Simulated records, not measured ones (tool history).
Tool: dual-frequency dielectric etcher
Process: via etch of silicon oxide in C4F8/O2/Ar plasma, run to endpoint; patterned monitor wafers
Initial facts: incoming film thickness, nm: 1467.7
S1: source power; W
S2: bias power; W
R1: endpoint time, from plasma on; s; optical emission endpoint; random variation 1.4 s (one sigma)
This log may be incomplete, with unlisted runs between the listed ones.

run 1 day=0.000 | S1=1890 S2=1574 | R1=336.98
run 2 day=0.225 | S1=1990 S2=1604 | R1=325.25
run 3 day=0.446 | S1=2070 S2=1614 | R1=316.04
run 4 day=0.762 | S1=2130 S2=1620 | R1=312.40
run 5 day=0.992 | S1=2350 S2=1620 | R1=292.38
run 6 day=1.146 | S1=2640 S2=1620 | R1=274.85
run 7 day=1.488 | S1=2630 S2=1619 | R1=272.83

The next listed run, before its measurement:
run 8 day=1.675 | S1=2620 S2=1617 | R1=?

{"run 8": {"R1": 273.92}}

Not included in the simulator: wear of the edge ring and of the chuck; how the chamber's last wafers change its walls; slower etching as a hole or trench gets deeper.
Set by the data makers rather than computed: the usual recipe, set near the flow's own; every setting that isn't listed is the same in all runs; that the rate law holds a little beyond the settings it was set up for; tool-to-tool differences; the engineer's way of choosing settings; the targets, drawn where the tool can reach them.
